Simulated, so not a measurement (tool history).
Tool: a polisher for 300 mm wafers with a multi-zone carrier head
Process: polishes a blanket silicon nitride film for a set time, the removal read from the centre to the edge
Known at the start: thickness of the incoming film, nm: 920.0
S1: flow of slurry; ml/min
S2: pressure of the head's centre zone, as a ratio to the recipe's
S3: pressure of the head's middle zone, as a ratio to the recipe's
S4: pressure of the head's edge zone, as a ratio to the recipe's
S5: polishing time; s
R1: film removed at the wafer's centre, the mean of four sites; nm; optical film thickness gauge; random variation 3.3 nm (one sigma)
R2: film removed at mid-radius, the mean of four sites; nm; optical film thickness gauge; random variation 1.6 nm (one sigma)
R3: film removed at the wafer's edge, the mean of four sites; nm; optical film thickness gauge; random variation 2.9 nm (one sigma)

Run 1, day 0: S1 235 ml/min, S2 1, S3 1, S4 1, S5 90 s. Result: R1 162.82 nm, R2 165.8 nm, R3 165.62 nm.
Run 2, day 0.062: S1 240 ml/min, S2 1.02, S3 1.02, S4 1.01, S5 93 s. Result: R1 174.66 nm, R2 176.22 nm, R3 173.68 nm.
Run 3, day 0.1: S1 245 ml/min, S2 1.04, S3 1.04, S4 1.02, S5 95 s. Result: R1 182.29 nm, R2 182.43 nm, R3 174.51 nm.
Run 4, day 0.142: S1 250 ml/min, S2 1.05, S3 1.05, S4 1.03, S5 98 s. Result: R1 187.57 nm, R2 191.07 nm, R3 182.32 nm.
Run 5, day 0.275: S1 250 ml/min, S2 1.05, S3 1.05, S4 1.1, S5 98 s. Result: R1 189.77 nm, R2 189.54 nm, R3 185.44 nm.
Run 6, day 0.4: S1 250 ml/min, S2 1.05, S3 0.98, S4 1.1, S5 98 s. Result: R1 185.91 nm, R2 178.83 nm, R3 185.44 nm.
Run 7, day 0.65: S1 255 ml/min, S2 1.06, S3 1, S4 1.1, S5 100 s. Result: R1 198.25 nm, R2 188.22 nm, R3 185.08 nm.

Run 8 comes next. What will it give?
Run 8, day 0.946: S1 255 ml/min, S2 1.07, S3 1.02, S4 1.1, S5 102 s. Result: R1 ?, R2 ?, R3 ?.

R1: 202.33 nm
R2: 194.83 nm
R3: 195.32 nm
